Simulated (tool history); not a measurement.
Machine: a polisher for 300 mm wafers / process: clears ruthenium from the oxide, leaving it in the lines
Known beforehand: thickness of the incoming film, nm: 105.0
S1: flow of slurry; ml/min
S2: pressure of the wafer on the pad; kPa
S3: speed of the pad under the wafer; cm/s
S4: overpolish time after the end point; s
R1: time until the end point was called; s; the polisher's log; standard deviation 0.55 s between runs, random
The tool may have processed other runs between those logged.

Run 1, hour 0: S1 250 ml/min, S2 12.4 kPa, S3 120 cm/s, S4 5 s. Result: R1 66.902 s.
Run 2, hour 1.4: S1 225 ml/min, S2 12.4 kPa, S3 120 cm/s, S4 5 s. Result: R1 68.347 s.
Run 3, hour 2.9: S1 270 ml/min, S2 12.4 kPa, S3 120 cm/s, S4 5 s. Result: R1 66.964 s.
Run 4, hour 3.4: S1 270 ml/min, S2 13.1 kPa, S3 120 cm/s, S4 5 s. Result: R1 62.964 s.
Run 5, hour 10.6: S1 270 ml/min, S2 13.1 kPa, S3 108 cm/s, S4 5 s. Result: R1 68.762 s.
Run 6, hour 17.1: S1 270 ml/min, S2 11 kPa, S3 108 cm/s, S4 5 s. Result: R1 82.792 s.
Run 7, hour 21.3: S1 270 ml/min, S2 12.4 kPa, S3 108 cm/s, S4 5 s. Result: R1 74.965 s.
Run 8, hour 24.7: S1 270 ml/min, S2 13.1 kPa, S3 108 cm/s, S4 5 s. Result: R1 69.823 s.

Estimate the outcome of run 9 from the log above:
Run 9, hour 26.5: S1 270 ml/min, S2 13.8 kPa, S3 108 cm/s, S4 5 s. Result: R1 ?.

{"run 9": {"R1": 66.95}}
